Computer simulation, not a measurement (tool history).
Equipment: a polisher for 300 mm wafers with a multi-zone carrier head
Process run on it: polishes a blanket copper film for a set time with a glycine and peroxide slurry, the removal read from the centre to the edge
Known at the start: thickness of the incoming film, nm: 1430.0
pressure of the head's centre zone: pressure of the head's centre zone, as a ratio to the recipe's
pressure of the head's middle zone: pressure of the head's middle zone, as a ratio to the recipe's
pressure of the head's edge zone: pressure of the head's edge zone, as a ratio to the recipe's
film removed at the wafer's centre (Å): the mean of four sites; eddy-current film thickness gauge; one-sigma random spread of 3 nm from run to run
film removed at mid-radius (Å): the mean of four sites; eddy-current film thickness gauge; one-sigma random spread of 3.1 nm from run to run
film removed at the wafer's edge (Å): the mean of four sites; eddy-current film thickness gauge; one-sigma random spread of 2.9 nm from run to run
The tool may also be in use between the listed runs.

run  hour  flow of slurry (ml/min)  pressure of the head's centre zone  pressure of the head's middle zone  pressure of the head's edge zone  polishing time (s)  film removed at the wafer's centre (Å)  film removed at mid-radius (Å)  film removed at the wafer's edge (Å)
  1     0                      145                                   1                                   1                                 1                  48                                  2819.2                          2737.2                                2786.6
  2   0.6                      140                                0.99                                0.99                                 1                  48                                  2714.4                          2707.7                                2806.9
  3   3.2                      140                                0.99                                0.98                              0.99                  48                                  2756.5                          2622.7                                2765.7
  4   6.4                      170                                0.99                                0.98                              0.99                  48                                  2820.1                          2747.6                                2881.8
  5   7.6                      170                                0.91                                0.98                              0.99                  48                                  2583.6                          2689.6                                2902.4
  6  15.9                      165                                0.91                                0.97                              0.98                  48                                  2656.3                          2648.6                                2849.6
  7  17.6                      160                                 0.9                                0.97                              0.97                  48                                    2586                          2667.3                                2756.5

The next listed run, before its measurement:
  8    24                      155                                 0.9                                0.96                              0.97                  48                                       ?                               ?                                     ?

Run 8 produced film removed at the wafer's centre (Å) 2492.5, film removed at mid-radius (Å) 2675.5, film removed at the wafer's edge (Å) 2770.3.
